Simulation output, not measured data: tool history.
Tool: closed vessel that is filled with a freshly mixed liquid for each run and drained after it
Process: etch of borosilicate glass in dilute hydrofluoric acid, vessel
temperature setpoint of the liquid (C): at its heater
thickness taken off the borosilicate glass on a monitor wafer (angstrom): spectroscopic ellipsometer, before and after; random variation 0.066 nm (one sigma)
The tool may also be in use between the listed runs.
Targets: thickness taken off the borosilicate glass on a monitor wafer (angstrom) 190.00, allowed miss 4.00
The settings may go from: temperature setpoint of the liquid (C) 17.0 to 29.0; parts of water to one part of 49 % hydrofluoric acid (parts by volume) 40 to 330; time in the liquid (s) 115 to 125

run	day	temperature setpoint of the liquid (C)	parts of water to one part of 49 % hydrofluoric acid (parts by volume)	time in the liquid (s)	thickness taken off the borosilicate glass on a monitor wafer (angstrom)
1	0.000	21.0	185	115	137.78
2	0.354	19.0	185	115	128.46
3	0.425	19.0	185	115	128.80
4	0.708	19.0	220	115	103.50
5	0.958	21.0	220	115	111.45
6	1.229	22.5	210	115	124.60
7	1.479	22.5	210	115	124.51
# day 1.850: thermometer replaced
8	1.850	23.5	205	115	124.10
9	2.225	24.5	190	115	142.16
10	2.533	25.5	185	115	151.46
11	2.650	29.0	165	115	197.19
12	3.029	28.5	165	115	194.33

5 next moves are on the table. One of them brings every result within its allowed miss. Which?
A	3.408	28.5	160	115	?
B	3.408	28.5	165	120	?
C	3.408	26.0	155	120	?
D	3.408	20.0	140	120	?
E	3.408	27.5	175	125	?

move	thickness taken off the borosilicate glass on a monitor wafer (angstrom)
A	202.28
B	203.41
C	199.97
D	178.51
E	190.35
A: further off than the last run
B: further off than the last run
C: further off than the last run
D: takes the result that was furthest off past its target
E: meets every target
Answer: E
